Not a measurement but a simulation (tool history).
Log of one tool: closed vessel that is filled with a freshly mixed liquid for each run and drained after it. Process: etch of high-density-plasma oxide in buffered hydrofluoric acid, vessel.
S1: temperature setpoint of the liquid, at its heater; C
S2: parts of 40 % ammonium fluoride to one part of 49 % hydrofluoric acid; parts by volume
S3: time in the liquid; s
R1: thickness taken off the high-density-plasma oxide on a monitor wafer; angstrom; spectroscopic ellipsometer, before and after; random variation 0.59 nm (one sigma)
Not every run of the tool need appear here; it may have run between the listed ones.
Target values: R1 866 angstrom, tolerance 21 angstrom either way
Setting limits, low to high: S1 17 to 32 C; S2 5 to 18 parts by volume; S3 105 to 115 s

Run 1, day 0: S1 24 C, S2 11 parts by volume, S3 105 s. Result: R1 1221.2 angstrom.
Run 2, day 0.121: S1 22.5 C, S2 11 parts by volume, S3 105 s. Result: R1 1114.8 angstrom.
Run 3, day 0.488: S1 21.5 C, S2 11 parts by volume, S3 105 s. Result: R1 1057.5 angstrom.
Run 4, day 0.717: S1 23 C, S2 11 parts by volume, S3 105 s. Result: R1 1149.8 angstrom.
Run 5, day 0.875: S1 22 C, S2 11 parts by volume, S3 105 s. Result: R1 1094.1 angstrom.
Run 6, day 1.158: S1 21 C, S2 11 parts by volume, S3 105 s. Result: R1 1029.3 angstrom.
Run 7, day 1.371: S1 20.5 C, S2 11 parts by volume, S3 105 s. Result: R1 1004.9 angstrom.
Run 8, day 1.438: S1 20 C, S2 11 parts by volume, S3 105 s. Result: R1 972.91 angstrom.

Pick the move, out of 4, that brings all results within their allowed miss; only one does.
Run A, day 1.504: S1 22.5 C, S2 16 parts by volume, S3 110 s. Result: R1 ?.
Run B, day 1.504: S1 18.5 C, S2 12 parts by volume, S3 110 s. Result: R1 ?.
Run C, day 1.504: S1 17 C, S2 11 parts by volume, S3 105 s. Result: R1 ?.
Run D, day 1.504: S1 17.5 C, S2 11.5 parts by volume, S3 105 s. Result: R1 ?.

move      R1
   A  813.67
   B  863.07
   C  823.63
   D  811.45
A: moves the result that the last run missed by most past its target, out the other side
B: every result within its allowed miss
C: moves the result that the last run missed by most past its target, out the other side
D: moves the result that the last run missed by most past its target, out the other side
The right move is B.

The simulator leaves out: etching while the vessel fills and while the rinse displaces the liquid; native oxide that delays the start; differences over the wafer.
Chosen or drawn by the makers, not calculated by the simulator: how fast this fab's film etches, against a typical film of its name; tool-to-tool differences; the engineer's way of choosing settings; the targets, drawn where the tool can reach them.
